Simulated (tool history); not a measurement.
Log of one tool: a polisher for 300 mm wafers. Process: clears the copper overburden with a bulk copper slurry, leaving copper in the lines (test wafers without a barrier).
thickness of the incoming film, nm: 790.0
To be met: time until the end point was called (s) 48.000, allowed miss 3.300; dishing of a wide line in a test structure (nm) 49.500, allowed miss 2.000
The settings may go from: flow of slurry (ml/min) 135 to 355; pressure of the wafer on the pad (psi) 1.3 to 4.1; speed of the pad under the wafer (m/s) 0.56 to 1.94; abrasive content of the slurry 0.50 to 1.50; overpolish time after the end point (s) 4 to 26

run,day,flow of slurry (ml/min),pressure of the wafer on the pad (psi),speed of the pad under the wafer (m/s),abrasive content of the slurry,overpolish time after the end point (s),time until the end point was called (s),dishing of a wide line in a test structure (nm)
1,0.000,225,2.7,1.24,1.00,13,65.802,59.746
2,0.071,225,2.7,1.24,1.00,10,67.726,52.908
3,0.362,225,2.8,1.34,1.00,8,62.975,50.218
4,0.400,225,2.2,1.34,1.00,8,77.175,41.346
5,0.458,225,1.9,1.34,1.00,8,88.580,38.428
6,0.825,275,1.9,1.34,1.00,8,87.168,38.506
7,1.058,275,2.6,1.46,1.00,5,62.156,36.455
8,1.171,255,2.8,1.44,1.00,5,58.795,38.053
9,1.462,240,3.0,1.42,1.00,5,53.973,39.291
10,1.729,235,3.2,1.38,1.00,6,52.337,47.293
11,2.100,230,3.2,1.40,1.00,6,52.534,46.732

Which of these 4 next moves meets every target?
A,2.471,240,3.1,1.34,0.95,6,?,?
B,2.471,235,3.3,1.66,0.85,7,?,?
C,2.471,250,3.4,1.46,1.00,6,?,?
D,2.471,280,3.7,1.58,1.25,4,?,?

move,time until the end point was called (s),dishing of a wide line in a test structure (nm)
A,55.441,44.408
B,46.557,54.594
C,46.952,49.754
D,38.035,44.133
A: further off than the last run
B: takes the result that was furthest off past its target
C: meets every target
D: further off than the last run
Answer: C

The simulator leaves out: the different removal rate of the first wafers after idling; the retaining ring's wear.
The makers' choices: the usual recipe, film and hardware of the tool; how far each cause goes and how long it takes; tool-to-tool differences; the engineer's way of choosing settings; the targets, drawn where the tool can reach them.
